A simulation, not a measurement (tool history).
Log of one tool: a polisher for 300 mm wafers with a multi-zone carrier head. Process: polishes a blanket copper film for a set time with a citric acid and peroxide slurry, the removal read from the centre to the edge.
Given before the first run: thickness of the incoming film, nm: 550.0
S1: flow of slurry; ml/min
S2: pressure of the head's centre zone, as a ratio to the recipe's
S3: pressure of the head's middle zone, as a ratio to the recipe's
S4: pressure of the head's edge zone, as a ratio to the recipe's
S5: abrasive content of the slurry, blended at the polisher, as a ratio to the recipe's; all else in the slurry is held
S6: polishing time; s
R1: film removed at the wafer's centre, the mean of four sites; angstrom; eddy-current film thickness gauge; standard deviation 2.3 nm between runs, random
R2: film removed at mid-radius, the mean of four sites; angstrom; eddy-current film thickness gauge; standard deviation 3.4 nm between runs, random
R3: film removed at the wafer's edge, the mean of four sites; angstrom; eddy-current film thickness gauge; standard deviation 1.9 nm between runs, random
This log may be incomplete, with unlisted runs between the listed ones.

| run | hour | S1 | S2 | S3 | S4 | S5 | S6 | R1 | R2 | R3 |
|---|---|---|---|---|---|---|---|---|---|---|
| 1 | 0.0 | 250 | 1.00 | 1.00 | 1.00 | 1.00 | 89 | 1524.5 | 1505.6 | 1516.6 |
| 2 | 1.6 | 250 | 1.00 | 1.00 | 0.92 | 1.00 | 89 | 1517.2 | 1489.5 | 1457.0 |
| 3 | 2.9 | 220 | 1.00 | 1.00 | 0.92 | 1.00 | 89 | 1501.4 | 1443.9 | 1455.5 |
| 4 | 4.7 | 220 | 1.00 | 1.00 | 0.92 | 1.00 | 73 | 1237.8 | 1193.5 | 1195.7 |
| 5 | 11.8 | 195 | 1.00 | 1.00 | 0.92 | 1.00 | 73 | 1217.6 | 1203.4 | 1157.0 |
| 6 | 13.4 | 195 | 1.00 | 1.03 | 0.92 | 1.00 | 73 | 1210.7 | 1202.0 | 1174.6 |
| 7 | 21.1 | 210 | 0.99 | 1.05 | 0.95 | 1.10 | 78 | 1371.4 | 1376.0 | 1326.4 |
| 8 | 28.1 | 210 | 0.99 | 1.05 | 0.95 | 1.10 | 78 | 1344.7 | 1361.2 | 1299.2 |
| 9 | 32.6 | 220 | 0.96 | 1.05 | 0.98 | 1.15 | 83 | 1393.1 | 1463.2 | 1444.3 |

Forecast run 10:
| 10 | 34.7 | 230 | 0.95 | 1.07 | 1.00 | 1.20 | 86 | ? | ? | ? |

{"run 10": {"R1": 1479.6, "R2": 1537.6, "R3": 1546.0}}

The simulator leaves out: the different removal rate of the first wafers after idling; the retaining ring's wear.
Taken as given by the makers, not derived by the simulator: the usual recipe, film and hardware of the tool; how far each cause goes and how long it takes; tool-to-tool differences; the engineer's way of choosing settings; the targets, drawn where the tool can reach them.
